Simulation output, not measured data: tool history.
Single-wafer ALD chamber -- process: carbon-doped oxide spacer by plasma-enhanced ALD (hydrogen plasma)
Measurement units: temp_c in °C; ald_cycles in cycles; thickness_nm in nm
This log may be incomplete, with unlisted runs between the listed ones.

run,day,temp_c,ald_cycles,thickness_nm
1,0,395,257,12.703
2,0.212,402,257,12.734
3,0.525,402,243,12.039
4,0.725,402,232,11.562
5,0.808,402,245,12.188
6,0.888,407,245,11.934
7,0.992,408,234,11.456
8,1.296,408,226,10.987
9,1.6,408,220,10.798
10,1.825,408,215,10.436
11,1.996,408,212,10.352

What will run 12 give?
12,2.138,408,209,?

Run 12 came out at thickness_nm 10.189 nm.
